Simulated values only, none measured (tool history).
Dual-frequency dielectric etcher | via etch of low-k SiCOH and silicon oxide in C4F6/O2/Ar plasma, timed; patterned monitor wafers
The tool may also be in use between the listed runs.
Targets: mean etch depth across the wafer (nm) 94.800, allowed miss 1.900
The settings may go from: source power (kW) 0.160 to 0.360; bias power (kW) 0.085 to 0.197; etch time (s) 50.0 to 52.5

run	hour	source power (kW)	bias power (kW)	etch time (s)	mean etch depth across the wafer (nm)
1	0.0	0.260	0.141	50.0	111.030
2	2.9	0.260	0.141	52.5	116.790
3	4.2	0.240	0.134	52.5	112.240
4	4.7	0.240	0.113	52.5	107.090
5	8.3	0.240	0.113	52.5	106.990
6	15.6	0.280	0.113	52.5	113.640
# hour 20.2: bias power generator calibrated
7	20.2	0.260	0.110	52.5	109.280
8	27.3	0.240	0.108	52.5	104.720
9	34.8	0.230	0.107	52.5	102.580
10	43.6	0.220	0.106	52.5	100.650
11	50.8	0.210	0.105	52.5	99.575
12	59.3	0.200	0.104	52.5	97.414

5 next moves are on the table. One of them brings every result within its allowed miss. Which?
A	67.8	0.230	0.120	50.0	?
B	67.8	0.220	0.127	50.0	?
C	67.8	0.210	0.106	50.0	?
D	67.8	0.230	0.109	50.5	?
E	67.8	0.230	0.087	52.5	?

move	mean etch depth across the wafer (nm)
A	100.770
B	100.550
C	94.370
D	99.361
E	97.952
A: further off than the last run
B: further off than the last run
C: meets every target
D: further off than the last run
E: further off than the last run
The right move is C.
